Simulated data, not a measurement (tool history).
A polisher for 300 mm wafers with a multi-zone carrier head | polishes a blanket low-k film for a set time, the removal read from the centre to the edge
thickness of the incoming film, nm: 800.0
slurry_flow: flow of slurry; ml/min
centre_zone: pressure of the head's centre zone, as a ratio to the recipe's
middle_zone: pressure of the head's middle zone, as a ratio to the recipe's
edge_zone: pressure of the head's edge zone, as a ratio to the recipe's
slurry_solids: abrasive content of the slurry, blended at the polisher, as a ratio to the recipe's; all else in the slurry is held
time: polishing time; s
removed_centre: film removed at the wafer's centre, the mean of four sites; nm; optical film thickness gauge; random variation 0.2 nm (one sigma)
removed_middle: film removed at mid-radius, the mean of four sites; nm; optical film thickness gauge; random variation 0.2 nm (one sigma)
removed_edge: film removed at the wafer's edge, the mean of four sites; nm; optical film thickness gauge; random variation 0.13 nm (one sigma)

{"run": 1, "hour": 0.0, "slurry_flow": 240, "centre_zone": 1.0, "middle_zone": 1.0, "edge_zone": 1.0, "slurry_solids": 1.0, "time": 58, "removed_centre": 31.13, "removed_middle": 29.901, "removed_edge": 28.882}
{"run": 2, "hour": 4.3, "slurry_flow": 240, "centre_zone": 1.0, "middle_zone": 1.08, "edge_zone": 1.0, "slurry_solids": 1.0, "time": 58, "removed_centre": 31.134, "removed_middle": 31.226, "removed_edge": 29.192}
{"run": 3, "hour": 7.7, "slurry_flow": 225, "centre_zone": 0.95, "middle_zone": 1.07, "edge_zone": 1.0, "slurry_solids": 0.85, "time": 55, "removed_centre": 25.641, "removed_middle": 27.306, "removed_edge": 24.873}
{"run": 4, "hour": 10.4, "slurry_flow": 210, "centre_zone": 0.91, "middle_zone": 1.05, "edge_zone": 1.04, "slurry_solids": 0.75, "time": 54, "removed_centre": 22.258, "removed_middle": 24.714, "removed_edge": 23.565}
{"run": 5, "hour": 12.3, "slurry_flow": 200, "centre_zone": 0.88, "middle_zone": 1.04, "edge_zone": 1.03, "slurry_solids": 0.7, "time": 53, "removed_centre": 20.36, "removed_middle": 22.213, "removed_edge": 22.385}
{"run": 6, "hour": 14.8, "slurry_flow": 200, "centre_zone": 0.88, "middle_zone": 1.04, "edge_zone": 1.09, "slurry_solids": 0.7, "time": 53, "removed_centre": 20.237, "removed_middle": 22.584, "removed_edge": 22.642}
{"run": 7, "hour": 21.8, "slurry_flow": 195, "centre_zone": 0.87, "middle_zone": 1.05, "edge_zone": 1.08, "slurry_solids": 0.65, "time": 52, "removed_centre": 19.078, "removed_middle": 21.693, "removed_edge": 21.297}

Forecast run 8:
{"run": 8, "hour": 23.8, "slurry_flow": 160, "centre_zone": 0.81, "middle_zone": 1.05, "edge_zone": 1.05, "slurry_solids": 0.5, "time": 51, "removed_centre": "?", "removed_middle": "?", "removed_edge": "?"}

Run 8 gave removed_centre 14.090 nm, removed_middle 17.309 nm, removed_edge 17.131 nm.

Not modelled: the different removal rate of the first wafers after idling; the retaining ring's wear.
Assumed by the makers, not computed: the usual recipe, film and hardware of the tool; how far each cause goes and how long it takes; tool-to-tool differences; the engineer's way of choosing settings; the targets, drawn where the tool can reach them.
